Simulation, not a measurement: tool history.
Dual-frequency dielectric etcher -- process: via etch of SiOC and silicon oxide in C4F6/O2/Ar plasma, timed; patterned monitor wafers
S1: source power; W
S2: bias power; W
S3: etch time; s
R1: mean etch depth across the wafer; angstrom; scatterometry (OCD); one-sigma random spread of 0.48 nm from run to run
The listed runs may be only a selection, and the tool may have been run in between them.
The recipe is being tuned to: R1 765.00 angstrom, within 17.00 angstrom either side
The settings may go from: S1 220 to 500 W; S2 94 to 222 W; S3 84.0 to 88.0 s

{"run": 1, "hour": 0.0, "S1": 360, "S2": 158, "S3": 84.0, "R1": 923.97}
{"run": 2, "hour": 1.9, "S1": 420, "S2": 158, "S3": 84.0, "R1": 998.96}
{"run": 3, "hour": 8.3, "S1": 420, "S2": 158, "S3": 88.0, "R1": 1037.3}
{"run": 4, "hour": 11.8, "S1": 420, "S2": 158, "S3": 84.0, "R1": 1011.7}
{"run": 5, "hour": 18.9, "S1": 420, "S2": 185, "S3": 84.0, "R1": 1050.2}
{"run": 6, "hour": 25.9, "S1": 390, "S2": 185, "S3": 84.0, "R1": 997.36}
{"run": 7, "hour": 31.4, "S1": 320, "S2": 166, "S3": 84.0, "R1": 876.88}
{"run": 8, "hour": 39.4, "S1": 250, "S2": 150, "S3": 84.0, "R1": 733.07}
{"run": 9, "hour": 43.4, "S1": 260, "S2": 150, "S3": 84.0, "R1": 749.6}

Pick the move, out of 4, that brings all results within their allowed miss; only one does.
{"run": "A", "hour": 47.4, "S1": 230, "S2": 150, "S3": 87.5, "R1": "?"}
{"run": "B", "hour": 47.4, "S1": 240, "S2": 150, "S3": 87.0, "R1": "?"}
{"run": "C", "hour": 47.4, "S1": 240, "S2": 142, "S3": 87.0, "R1": "?"}
{"run": "D", "hour": 47.4, "S1": 260, "S2": 150, "S3": 86.5, "R1": "?"}

move=A R1=708.50
move=B R1=726.15
move=C R1=714.24
move=D R1=762.38
A: its largest miss is bigger than the last run's
B: its largest miss is bigger than the last run's
C: its largest miss is bigger than the last run's
D: every result lands within tolerance
Correct choice: D, which meets every target
